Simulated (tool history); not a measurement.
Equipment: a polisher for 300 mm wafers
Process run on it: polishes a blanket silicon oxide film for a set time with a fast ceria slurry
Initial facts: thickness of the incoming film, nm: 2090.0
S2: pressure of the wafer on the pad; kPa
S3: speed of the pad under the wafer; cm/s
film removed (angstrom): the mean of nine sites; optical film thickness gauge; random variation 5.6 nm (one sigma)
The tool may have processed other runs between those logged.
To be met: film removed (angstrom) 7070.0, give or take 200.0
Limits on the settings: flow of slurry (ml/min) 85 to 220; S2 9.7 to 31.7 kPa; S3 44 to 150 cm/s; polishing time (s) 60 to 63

run 1 hour=0.0 | flow_of_slurry_(ml/min)=140 S2=20.7 S3=96 polishing_time_(s)=60 | film_removed_(angstrom)=11710.0
run 2 hour=8.3 | flow_of_slurry_(ml/min)=140 S2=20.7 S3=96 polishing_time_(s)=63 | film_removed_(angstrom)=12313.0
run 3 hour=16.5 | flow_of_slurry_(ml/min)=135 S2=17.9 S3=96 polishing_time_(s)=63 | film_removed_(angstrom)=10626.0
run 4 hour=19.3 | flow_of_slurry_(ml/min)=130 S2=16.5 S3=96 polishing_time_(s)=63 | film_removed_(angstrom)=9832.9
run 5 hour=21.1 | flow_of_slurry_(ml/min)=125 S2=15.2 S3=96 polishing_time_(s)=63 | film_removed_(angstrom)=8915.5
run 6 hour=29.1 | flow_of_slurry_(ml/min)=125 S2=13.1 S3=96 polishing_time_(s)=63 | film_removed_(angstrom)=7683.5
run 7 hour=37.2 | flow_of_slurry_(ml/min)=120 S2=13.1 S3=96 polishing_time_(s)=63 | film_removed_(angstrom)=7839.1
run 8 hour=43.1 | flow_of_slurry_(ml/min)=120 S2=12.4 S3=96 polishing_time_(s)=63 | film_removed_(angstrom)=7354.5

Which of these 4 next moves meets every target?
run A hour=49.0 | flow_of_slurry_(ml/min)=105 S2=15.2 S3=80 polishing_time_(s)=63 | film_removed_(angstrom)=?
run B hour=49.0 | flow_of_slurry_(ml/min)=135 S2=11.7 S3=106 polishing_time_(s)=63 | film_removed_(angstrom)=?
run C hour=49.0 | flow_of_slurry_(ml/min)=110 S2=12.4 S3=96 polishing_time_(s)=62 | film_removed_(angstrom)=?
run D hour=49.0 | flow_of_slurry_(ml/min)=150 S2=9.7 S3=134 polishing_time_(s)=63 | film_removed_(angstrom)=?

move=A film_removed_(angstrom)=7642.8
move=B film_removed_(angstrom)=7536.9
move=C film_removed_(angstrom)=7039.3
move=D film_removed_(angstrom)=7532.6
A: lands further from the targets than the last run did
B: lands further from the targets than the last run did
C: hits every target within its allowed miss
D: lands further from the targets than the last run did
The right move is C.
